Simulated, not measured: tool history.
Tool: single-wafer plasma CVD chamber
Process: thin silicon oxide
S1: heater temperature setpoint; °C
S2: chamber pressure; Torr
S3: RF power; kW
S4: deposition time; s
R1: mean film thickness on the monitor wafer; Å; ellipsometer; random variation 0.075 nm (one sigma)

| run | hour | S1 | S2 | S3 | S4 | R1 |
|---|---|---|---|---|---|---|
| 1 | 0 | 410 | 0.843 | 0.225 | 8.7 | 153.89 |
| 2 | 6.7 | 410 | 0.835 | 0.225 | 8.7 | 152.56 |
| 3 | 11.7 | 410 | 0.828 | 0.225 | 8.7 | 153.56 |
| 4 | 16.6 | 420 | 0.828 | 0.225 | 8.7 | 150.91 |
| 5 | 17.6 | 420 | 0.828 | 0.225 | 8.7 | 153.04 |
| 6 | 24.7 | 420 | 0.82 | 0.225 | 8.7 | 150.8 |
| 7 | 29.8 | 420 | 0.814 | 0.225 | 8.7 | 148.97 |

The next listed run, before its measurement:
| 8 | 30.9 | 420 | 0.809 | 0.225 | 8.7 | ? |

{"run 8": {"R1": 148.35}}
